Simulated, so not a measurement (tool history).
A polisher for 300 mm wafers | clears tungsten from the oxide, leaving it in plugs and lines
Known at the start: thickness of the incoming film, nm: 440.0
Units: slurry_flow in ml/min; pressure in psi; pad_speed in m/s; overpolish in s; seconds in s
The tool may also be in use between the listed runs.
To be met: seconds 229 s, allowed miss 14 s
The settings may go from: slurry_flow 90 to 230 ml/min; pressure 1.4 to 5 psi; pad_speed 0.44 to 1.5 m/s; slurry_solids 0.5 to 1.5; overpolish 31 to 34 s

{"run": 1, "hour": 0.0, "slurry_flow": 150, "pressure": 3.2, "pad_speed": 0.96, "slurry_solids": 1, "overpolish": 31, "seconds": 120.66}
{"run": 2, "hour": 1.0, "slurry_flow": 135, "pressure": 3.2, "pad_speed": 0.96, "slurry_solids": 1, "overpolish": 31, "seconds": 126.71}
{"run": 3, "hour": 3.7, "slurry_flow": 130, "pressure": 2.8, "pad_speed": 0.94, "slurry_solids": 1, "overpolish": 31, "seconds": 143.97}
{"run": 4, "hour": 9.1, "slurry_flow": 130, "pressure": 2.5, "pad_speed": 0.92, "slurry_solids": 1, "overpolish": 31, "seconds": 164.03}
{"run": 5, "hour": 11.4, "slurry_flow": 130, "pressure": 2.3, "pad_speed": 0.92, "slurry_solids": 1, "overpolish": 31, "seconds": 176.82}
{"run": 6, "hour": 18.8, "slurry_flow": 130, "pressure": 2.3, "pad_speed": 0.92, "slurry_solids": 1, "overpolish": 31, "seconds": 172.88}
{"run": 7, "hour": 20.1, "slurry_flow": 130, "pressure": 2.1, "pad_speed": 0.92, "slurry_solids": 1, "overpolish": 31, "seconds": 195.53}
{"run": 8, "hour": 24.5, "slurry_flow": 130, "pressure": 2, "pad_speed": 0.92, "slurry_solids": 1, "overpolish": 31, "seconds": 203.81}
{"run": 9, "hour": 25.9, "slurry_flow": 130, "pressure": 1.6, "pad_speed": 0.9, "slurry_solids": 1, "overpolish": 31, "seconds": 253.33}

4 next moves are on the table. One of them brings every result within its allowed miss. Which?
{"run": "A", "hour": 27.3, "slurry_flow": 90, "pressure": 2.2, "pad_speed": 0.84, "slurry_solids": 1.05, "overpolish": 31, "seconds": "?"}
{"run": "B", "hour": 27.3, "slurry_flow": 140, "pressure": 1.4, "pad_speed": 0.88, "slurry_solids": 1.05, "overpolish": 31, "seconds": "?"}
{"run": "C", "hour": 27.3, "slurry_flow": 135, "pressure": 1.6, "pad_speed": 0.76, "slurry_solids": 1.1, "overpolish": 32, "seconds": "?"}
{"run": "D", "hour": 27.3, "slurry_flow": 120, "pressure": 1.5, "pad_speed": 0.92, "slurry_solids": 1, "overpolish": 31, "seconds": "?"}

move=A seconds=229.88
move=B seconds=299.62
move=C seconds=303.67
move=D seconds=281.52
A: meets every target
B: further off than the last run
C: further off than the last run
D: further off than the last run
The right move is A.
